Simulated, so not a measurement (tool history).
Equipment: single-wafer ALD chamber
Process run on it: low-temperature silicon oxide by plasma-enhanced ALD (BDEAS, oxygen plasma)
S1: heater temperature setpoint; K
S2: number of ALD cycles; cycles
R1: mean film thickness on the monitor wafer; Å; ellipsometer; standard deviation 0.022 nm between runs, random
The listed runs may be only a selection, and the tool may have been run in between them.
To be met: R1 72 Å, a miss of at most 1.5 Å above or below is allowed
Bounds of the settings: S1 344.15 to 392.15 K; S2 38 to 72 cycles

Run 1, hour 0: S1 368.15 K, S2 55 cycles. Result: R1 83.694 Å.
Run 2, hour 1.5: S1 370.15 K, S2 54 cycles. Result: R1 80.792 Å.
Run 3, hour 7: S1 366.15 K, S2 54 cycles. Result: R1 82.348 Å.
Run 4, hour 8: S1 366.15 K, S2 60 cycles. Result: R1 91.488 Å.
At hour 15.4: thermocouple changed; heater temperature recalibrated.
Run 5, hour 15.4: S1 366.15 K, S2 56 cycles. Result: R1 83.342 Å.
Run 6, hour 18.2: S1 366.15 K, S2 55 cycles. Result: R1 82.055 Å.
Run 7, hour 27.1: S1 366.15 K, S2 54 cycles. Result: R1 80.792 Å.
Run 8, hour 34.3: S1 366.15 K, S2 53 cycles. Result: R1 78.977 Å.
Run 9, hour 41.9: S1 366.15 K, S2 52 cycles. Result: R1 77.899 Å.
Run 10, hour 47.1: S1 366.15 K, S2 51 cycles. Result: R1 76.118 Å.
Run 11, hour 50.8: S1 366.15 K, S2 51 cycles. Result: R1 75.79 Å.

Pick the move, out of 5, that brings all results within their allowed miss; only one does.
Run A, hour 54.5: S1 373.15 K, S2 49 cycles. Result: R1 ?.
Run B, hour 54.5: S1 367.15 K, S2 46 cycles. Result: R1 ?.
Run C, hour 54.5: S1 379.15 K, S2 47 cycles. Result: R1 ?.
Run D, hour 54.5: S1 367.15 K, S2 55 cycles. Result: R1 ?.
Run E, hour 54.5: S1 370.15 K, S2 46 cycles. Result: R1 ?.

move      R1
   A   71.51
   B  68.409
   C  67.865
   D  81.793
   E   67.77
A: in spec on every target
B: takes the biggest miss from the last run beyond its target
C: takes the biggest miss from the last run beyond its target
D: lands further from the targets than the last run did
E: takes the biggest miss from the last run beyond its target
Answer: A

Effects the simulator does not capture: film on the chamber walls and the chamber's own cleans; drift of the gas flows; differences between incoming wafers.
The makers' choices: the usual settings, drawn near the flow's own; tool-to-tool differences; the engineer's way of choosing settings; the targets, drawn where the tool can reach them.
